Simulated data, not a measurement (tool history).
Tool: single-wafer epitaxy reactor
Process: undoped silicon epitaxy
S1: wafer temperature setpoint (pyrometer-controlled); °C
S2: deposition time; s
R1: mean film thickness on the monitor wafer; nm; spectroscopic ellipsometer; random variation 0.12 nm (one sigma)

run,hour,S1,S2,R1
1,0,635,441,53.244
2,4.8,635,393,47.519
3,12.7,640,393,53.059
4,14.1,637,393,49.568
5,16.5,643,393,56.487
6,19.6,639,393,51.538

The next listed run, before its measurement:
7,22.7,637,393,?

R1: 49.598 nm

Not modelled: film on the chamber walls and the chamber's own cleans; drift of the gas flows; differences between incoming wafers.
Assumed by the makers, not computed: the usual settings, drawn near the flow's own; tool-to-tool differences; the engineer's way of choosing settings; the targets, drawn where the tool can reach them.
